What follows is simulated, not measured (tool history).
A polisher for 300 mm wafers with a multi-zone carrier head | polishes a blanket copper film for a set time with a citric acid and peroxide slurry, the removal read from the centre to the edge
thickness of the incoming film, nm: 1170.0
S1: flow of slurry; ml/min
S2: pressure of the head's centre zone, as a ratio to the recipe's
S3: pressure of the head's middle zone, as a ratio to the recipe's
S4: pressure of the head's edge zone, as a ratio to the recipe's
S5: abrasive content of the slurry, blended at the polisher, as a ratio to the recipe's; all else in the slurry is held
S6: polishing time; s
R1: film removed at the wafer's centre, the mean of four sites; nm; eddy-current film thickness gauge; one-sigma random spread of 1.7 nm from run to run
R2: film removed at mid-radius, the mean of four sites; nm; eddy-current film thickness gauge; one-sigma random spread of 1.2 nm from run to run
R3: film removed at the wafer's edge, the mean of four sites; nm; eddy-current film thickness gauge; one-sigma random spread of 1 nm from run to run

{"run": 1, "day": 0.0, "S1": 130, "S2": 1, "S3": 1, "S4": 1, "S5": 1, "S6": 45, "R1": 126.57, "R2": 130.06, "R3": 133.42}
{"run": 2, "day": 0.296, "S1": 125, "S2": 1.02, "S3": 1.01, "S4": 0.96, "S5": 0.95, "S6": 45, "R1": 130.5, "R2": 129.6, "R3": 125.56}
{"run": 3, "day": 0.55, "S1": 125, "S2": 1.02, "S3": 1.01, "S4": 0.96, "S5": 0.95, "S6": 35, "R1": 98.127, "R2": 99.698, "R3": 100.8}
{"run": 4, "day": 0.642, "S1": 140, "S2": 1.05, "S3": 1.04, "S4": 0.97, "S5": 1, "S6": 35, "R1": 108.78, "R2": 106.93, "R3": 101.72}
{"run": 5, "day": 0.796, "S1": 140, "S2": 1.05, "S3": 1.04, "S4": 0.93, "S5": 1, "S6": 35, "R1": 105.37, "R2": 106.89, "R3": 100.05}
{"run": 6, "day": 0.825, "S1": 140, "S2": 1.05, "S3": 0.96, "S4": 0.93, "S5": 1, "S6": 35, "R1": 104.47, "R2": 101.68, "R3": 101.2}
{"run": 7, "day": 0.979, "S1": 150, "S2": 1.05, "S3": 0.99, "S4": 0.95, "S5": 1.05, "S6": 35, "R1": 109.6, "R2": 106.52, "R3": 105.22}
{"run": 8, "day": 1.342, "S1": 160, "S2": 1.05, "S3": 1.02, "S4": 0.96, "S5": 1.1, "S6": 35, "R1": 112.19, "R2": 110.37, "R3": 105.36}

Run 9 is up next; what results do you expect?
{"run": 9, "day": 1.479, "S1": 165, "S2": 1.05, "S3": 1.04, "S4": 0.98, "S5": 1.15, "S6": 35, "R1": "?", "R2": "?", "R3": "?"}

{"run 9": {"R1": 113.93, "R2": 113.12, "R3": 109.35}}

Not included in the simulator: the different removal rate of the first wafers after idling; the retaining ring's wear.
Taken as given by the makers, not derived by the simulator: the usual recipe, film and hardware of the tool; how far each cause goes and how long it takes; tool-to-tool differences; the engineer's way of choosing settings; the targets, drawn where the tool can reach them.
